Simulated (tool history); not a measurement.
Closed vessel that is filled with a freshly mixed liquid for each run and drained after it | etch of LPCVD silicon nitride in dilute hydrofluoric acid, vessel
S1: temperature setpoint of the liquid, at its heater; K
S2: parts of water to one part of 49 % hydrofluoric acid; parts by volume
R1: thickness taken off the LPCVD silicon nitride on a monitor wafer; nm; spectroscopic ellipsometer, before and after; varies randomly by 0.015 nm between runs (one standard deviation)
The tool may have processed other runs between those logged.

run 1 day=0.000 | S1=294.15 S2=105 time_in_the_liquid_(s)=945 | R1=3.9951
run 2 day=0.325 | S1=293.65 S2=110 time_in_the_liquid_(s)=945 | R1=3.7197
run 3 day=0.512 | S1=293.15 S2=115 time_in_the_liquid_(s)=945 | R1=3.4510
run 4 day=0.579 | S1=293.15 S2=115 time_in_the_liquid_(s)=945 | R1=3.4422
run 5 day=0.871 | S1=293.15 S2=100 time_in_the_liquid_(s)=945 | R1=3.9405
run 6 day=0.912 | S1=293.15 S2=70 time_in_the_liquid_(s)=945 | R1=5.5312

Run 7 comes next. What will it give?
run 7 day=1.217 | S1=292.65 S2=80 time_in_the_liquid_(s)=940 | R1=?

Run 7 measured R1 4.6517 nm.

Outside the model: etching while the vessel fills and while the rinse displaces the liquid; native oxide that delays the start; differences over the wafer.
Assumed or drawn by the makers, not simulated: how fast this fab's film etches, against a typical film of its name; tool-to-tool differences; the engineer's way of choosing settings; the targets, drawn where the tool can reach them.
